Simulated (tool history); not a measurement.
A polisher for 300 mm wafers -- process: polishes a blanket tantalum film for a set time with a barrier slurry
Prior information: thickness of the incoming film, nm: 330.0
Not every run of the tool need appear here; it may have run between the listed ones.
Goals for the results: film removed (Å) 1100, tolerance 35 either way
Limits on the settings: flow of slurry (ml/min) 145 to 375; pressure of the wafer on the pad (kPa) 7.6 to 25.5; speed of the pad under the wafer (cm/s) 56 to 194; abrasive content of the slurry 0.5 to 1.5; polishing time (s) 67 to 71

run	hour	flow of slurry (ml/min)	pressure of the wafer on the pad (kPa)	speed of the pad under the wafer (cm/s)	abrasive content of the slurry	polishing time (s)	film removed (Å)
1	0	240	16.5	124	1	67	1716.6
2	5.3	240	16.5	134	1	67	1791.1
3	7.8	240	16.5	134	0.85	67	1735
4	8.5	240	13.1	134	0.85	67	1479.4
5	9	240	13.1	114	0.85	67	1319.8
6	11	240	13.1	114	1	67	1384.2
7	16.2	240	11.7	114	1	67	1264.4
8	21.4	240	11.7	114	1	67	1255.4
9	22.8	240	11	114	1	67	1219.3
10	29	240	11	114	1	67	1238.8
11	30.8	240	10.3	114	1	67	1174.2

Which single option among these 4 for the next run brings every result within its allowed miss of target? Just one does.
A	32.6	180	13.1	90	1.2	67	?
B	32.6	145	10.3	120	1.2	67	?
C	32.6	250	9.7	144	0.95	69	?
D	32.6	255	8.3	122	0.95	69	?

move	film removed (Å)
A	1189.9
B	1178.7
C	1318.1
D	1080.2
A: further off than the last run
B: further off than the last run
C: further off than the last run
D: each result inside its tolerance
D meets every target.

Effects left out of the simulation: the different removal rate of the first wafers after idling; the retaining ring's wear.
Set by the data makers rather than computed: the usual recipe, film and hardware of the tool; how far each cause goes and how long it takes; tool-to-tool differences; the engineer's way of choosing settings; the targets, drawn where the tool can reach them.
